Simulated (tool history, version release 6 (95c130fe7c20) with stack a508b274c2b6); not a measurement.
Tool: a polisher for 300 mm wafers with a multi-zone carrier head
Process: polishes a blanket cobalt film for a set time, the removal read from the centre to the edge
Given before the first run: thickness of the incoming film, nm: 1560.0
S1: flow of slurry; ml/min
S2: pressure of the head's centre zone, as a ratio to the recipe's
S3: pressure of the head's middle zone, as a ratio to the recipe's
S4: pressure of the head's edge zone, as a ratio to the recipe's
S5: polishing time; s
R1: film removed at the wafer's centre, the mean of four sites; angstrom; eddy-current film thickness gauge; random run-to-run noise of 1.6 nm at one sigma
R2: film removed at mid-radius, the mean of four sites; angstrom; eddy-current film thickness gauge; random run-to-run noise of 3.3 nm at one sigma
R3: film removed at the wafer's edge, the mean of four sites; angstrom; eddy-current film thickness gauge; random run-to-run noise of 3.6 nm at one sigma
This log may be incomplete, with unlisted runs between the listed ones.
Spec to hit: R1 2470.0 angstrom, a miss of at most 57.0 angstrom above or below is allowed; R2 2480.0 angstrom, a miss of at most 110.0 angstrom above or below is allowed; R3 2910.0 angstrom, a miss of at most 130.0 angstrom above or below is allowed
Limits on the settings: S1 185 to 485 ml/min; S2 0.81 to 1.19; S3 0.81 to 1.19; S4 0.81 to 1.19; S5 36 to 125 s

| run | hour | S1 | S2 | S3 | S4 | S5 | R1 | R2 | R3 |
|---|---|---|---|---|---|---|---|---|---|
| 1 | 0.0 | 310 | 1.00 | 1.00 | 1.00 | 80 | 3509.8 | 3592.5 | 3672.0 |
| 2 | 2.0 | 310 | 1.00 | 0.94 | 1.00 | 80 | 3445.6 | 3293.8 | 3698.9 |
| 3 | 4.1 | 310 | 1.00 | 0.94 | 1.00 | 91 | 3981.9 | 3772.5 | 4093.4 |
| 4 | 5.0 | 310 | 1.07 | 0.94 | 1.00 | 91 | 4230.0 | 3749.8 | 4160.3 |
| 5 | 7.7 | 310 | 1.07 | 0.94 | 0.97 | 91 | 4154.9 | 3822.8 | 4186.3 |
| 6 | 15.5 | 305 | 1.04 | 0.92 | 0.95 | 84 | 3816.8 | 3473.5 | 3715.6 |
| 7 | 18.1 | 305 | 1.04 | 0.92 | 0.95 | 84 | 3824.7 | 3446.0 | 3697.7 |
| 8 | 26.2 | 300 | 0.99 | 0.91 | 0.97 | 79 | 3385.2 | 3294.2 | 3525.6 |
| 9 | 33.4 | 255 | 0.91 | 0.81 | 1.04 | 57 | 2266.7 | 2074.6 | 2577.8 |
| 10 | 36.9 | 275 | 0.91 | 0.84 | 1.06 | 57 | 2293.6 | 2113.9 | 2632.6 |
| 11 | 40.0 | 290 | 0.91 | 0.87 | 1.07 | 58 | 2339.9 | 2265.8 | 2762.7 |
| 12 | 45.3 | 305 | 0.92 | 0.88 | 1.07 | 58 | 2373.0 | 2289.1 | 2708.2 |
| 13 | 46.9 | 305 | 0.92 | 0.89 | 1.08 | 59 | 2429.1 | 2380.5 | 2883.4 |

Of the 4 settings listed for the next run, only one would bring every result within its allowed miss of target. Which one?
| A | 48.5 | 320 | 0.86 | 0.93 | 1.08 | 60 | ? | ? | ? |
| B | 48.5 | 265 | 0.90 | 0.91 | 1.10 | 59 | ? | ? | ? |
| C | 48.5 | 325 | 0.89 | 0.86 | 1.18 | 58 | ? | ? | ? |
| D | 48.5 | 190 | 0.91 | 0.90 | 1.06 | 64 | ? | ? | ? |

| move | R1 | R2 | R3 |
|---|---|---|---|
| A | 2351.7 | 2518.7 | 2823.2 |
| B | 2358.3 | 2395.4 | 2770.7 |
| C | 2338.4 | 2283.9 | 2860.9 |
| D | 2494.2 | 2496.6 | 2883.3 |
A: the worst result of the last run now meets its target, but another is out of spec
B: the worst result of the last run now meets its target, but another is out of spec
C: further off than the last run
D: all results land within tolerance of their targets
The right move is D.
